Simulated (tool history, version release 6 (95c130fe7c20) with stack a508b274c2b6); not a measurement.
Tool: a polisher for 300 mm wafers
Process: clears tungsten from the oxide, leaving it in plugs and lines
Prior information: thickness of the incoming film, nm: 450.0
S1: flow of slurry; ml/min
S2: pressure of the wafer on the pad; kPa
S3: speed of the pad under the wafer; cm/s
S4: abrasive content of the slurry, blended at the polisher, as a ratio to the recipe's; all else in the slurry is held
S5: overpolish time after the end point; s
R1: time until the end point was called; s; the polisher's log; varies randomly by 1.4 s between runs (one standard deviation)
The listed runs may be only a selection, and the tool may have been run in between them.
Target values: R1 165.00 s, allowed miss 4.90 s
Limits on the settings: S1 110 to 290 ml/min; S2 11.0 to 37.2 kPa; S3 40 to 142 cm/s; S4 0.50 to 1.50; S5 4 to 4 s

run    day   S1    S2  S3    S4  S5      R1
  1  0.000  185  24.1  90  1.00   4  112.40
  2  0.350  185  24.1  90  1.00   4  114.10
  3  0.438  180  21.4  90  1.00   4  126.32
  4  0.529  180  21.4  98  1.00   4  118.36
  5  0.879  200  21.4  98  1.00   4  117.54
  6  1.062  200  18.6  98  1.00   4  133.03
  7  1.146  200  17.2  98  1.00   4  143.44
  8  1.346  200  16.5  98  1.00   4  150.81
  9  1.646  200  15.9  98  1.00   4  152.81

Exactly one of the 5 candidate moves below puts every result within its allowed miss. Which one?
  A  1.946  210  15.2   94  1.05   4   ?
  B  1.946  250  18.6   88  1.15   4   ?
  C  1.946  240  17.9   94  0.90   4   ?
  D  1.946  275  19.3   90  0.90   4   ?
  E  1.946  180  15.2  126  0.90   4   ?

move      R1
   A  162.41
   B  136.49
   C  142.44
   D  136.64
   E  129.43
A: all results in spec
B: its largest miss is bigger than the last run's
C: its largest miss is bigger than the last run's
D: its largest miss is bigger than the last run's
E: its largest miss is bigger than the last run's
Correct choice: A, which meets every target
